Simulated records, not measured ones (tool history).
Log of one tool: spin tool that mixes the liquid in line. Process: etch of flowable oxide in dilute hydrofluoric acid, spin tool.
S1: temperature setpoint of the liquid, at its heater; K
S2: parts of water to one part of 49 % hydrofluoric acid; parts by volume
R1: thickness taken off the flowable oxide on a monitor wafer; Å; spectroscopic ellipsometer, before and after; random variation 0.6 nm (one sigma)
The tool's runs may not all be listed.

Run 1, hour 0: S1 294.15 K, S2 240 parts by volume, time under the liquid (s) 310. Result: R1 448.52 Å.
Run 2, hour 3.1: S1 296.15 K, S2 230 parts by volume, time under the liquid (s) 310. Result: R1 511.2 Å.
Run 3, hour 11.9: S1 298.15 K, S2 230 parts by volume, time under the liquid (s) 310. Result: R1 548.6 Å.
Run 4, hour 18.6: S1 299.15 K, S2 220 parts by volume, time under the liquid (s) 310. Result: R1 599.85 Å.
Run 5, hour 19.8: S1 299.15 K, S2 220 parts by volume, time under the liquid (s) 330. Result: R1 633.09 Å.
Run 6, hour 27.4: S1 299.65 K, S2 215 parts by volume, time under the liquid (s) 330. Result: R1 670.17 Å.
Run 7, hour 30.1: S1 300.15 K, S2 215 parts by volume, time under the liquid (s) 330. Result: R1 675.25 Å.

Run 8 comes next. What will it give?
Run 8, hour 37.8: S1 300.65 K, S2 215 parts by volume, time under the liquid (s) 330. Result: R1 ?.

R1: 688.45 Å
